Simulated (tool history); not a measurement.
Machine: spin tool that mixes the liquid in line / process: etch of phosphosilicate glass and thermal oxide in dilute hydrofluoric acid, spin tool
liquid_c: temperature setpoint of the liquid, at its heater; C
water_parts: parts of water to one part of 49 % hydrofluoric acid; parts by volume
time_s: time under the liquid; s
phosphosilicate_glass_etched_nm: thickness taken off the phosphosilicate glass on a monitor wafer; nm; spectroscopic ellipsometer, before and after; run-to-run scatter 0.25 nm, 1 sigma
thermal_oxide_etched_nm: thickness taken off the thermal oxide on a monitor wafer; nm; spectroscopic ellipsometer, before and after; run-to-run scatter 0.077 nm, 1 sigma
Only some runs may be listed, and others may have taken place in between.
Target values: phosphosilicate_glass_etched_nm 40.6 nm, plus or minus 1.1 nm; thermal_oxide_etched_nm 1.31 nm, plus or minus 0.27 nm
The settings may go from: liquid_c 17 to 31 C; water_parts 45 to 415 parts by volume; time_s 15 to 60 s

| run | hour | liquid_c | water_parts | time_s | phosphosilicate_glass_etched_nm | thermal_oxide_etched_nm |
|---|---|---|---|---|---|---|
| 1 | 0 | 23 | 230 | 30 | 15.215 | 0.48904 |
| 2 | 8.4 | 23 | 295 | 30 | 11.129 | 0.34413 |
| 3 | 17.2 | 24 | 275 | 30 | 12.713 | 0.39525 |
| 4 | 20 | 24 | 320 | 30 | 10.36 | 0.31468 |
| 5 | 28.5 | 26.5 | 320 | 30 | 11.277 | 0.3447 |
| 6 | 33.2 | 30 | 320 | 30 | 12.74 | 0.42467 |
| 7 | 40.8 | 30 | 295 | 30 | 14.069 | 0.49728 |
| 8 | 46.7 | 29.5 | 270 | 30 | 15.55 | 0.54885 |
| 9 | 48.9 | 29.5 | 250 | 30 | 17.467 | 0.57724 |
| 10 | 49.8 | 29.5 | 235 | 30 | 18.385 | 0.62725 |
| 11 | 54.1 | 29.5 | 220 | 30 | 20.249 | 0.67431 |
| 12 | 55.8 | 29.5 | 205 | 30 | 22.191 | 0.73182 |
| 13 | 56.7 | 29.5 | 195 | 30 | 23.557 | 0.71331 |
| 14 | 58.1 | 29.5 | 185 | 30 | 25.235 | 0.73368 |
| 15 | 63.1 | 29.5 | 180 | 30 | 25.902 | 0.78747 |
| 16 | 66.5 | 29.5 | 175 | 30 | 26.868 | 0.89982 |
| 17 | 74.5 | 29.5 | 170 | 30 | 27.727 | 0.94589 |
| 18 | 79.6 | 29.5 | 165 | 30 | 28.748 | 0.92312 |
| 19 | 82.8 | 29.5 | 160 | 30 | 29.982 | 0.92172 |
| 20 | 88.1 | 29.5 | 155 | 30 | 31.232 | 0.89424 |
| 21 | 89.7 | 29.5 | 150 | 30 | 32.57 | 0.98812 |
| 22 | 91.5 | 29.5 | 150 | 30 | 32.479 | 1.1272 |
| 23 | 93 | 29.5 | 145 | 30 | 34.213 | 1.1523 |
| 24 | 93.6 | 30 | 130 | 30 | 38.604 | 1.2421 |
| 25 | 100.2 | 30 | 130 | 30 | 38.745 | 1.2914 |

Consider the 4 candidate settings below. Which is the only one whose results all fall within their allowed miss of target?
| A | 106.8 | 31 | 155 | 35 | ? | ? |
| B | 106.8 | 31 | 75 | 15 | ? | ? |
| C | 106.8 | 20 | 145 | 45 | ? | ? |
| D | 106.8 | 31 | 180 | 45 | ? | ? |

| move | phosphosilicate_glass_etched_nm | thermal_oxide_etched_nm |
|---|---|---|
| A | 38.36 | 1.1957 |
| B | 38.046 | 1.1859 |
| C | 35.256 | 1.0989 |
| D | 41.104 | 1.2812 |
A: moves away from the targets compared with the last run
B: moves away from the targets compared with the last run
C: moves away from the targets compared with the last run
D: all results in spec
Move D is the one to make.
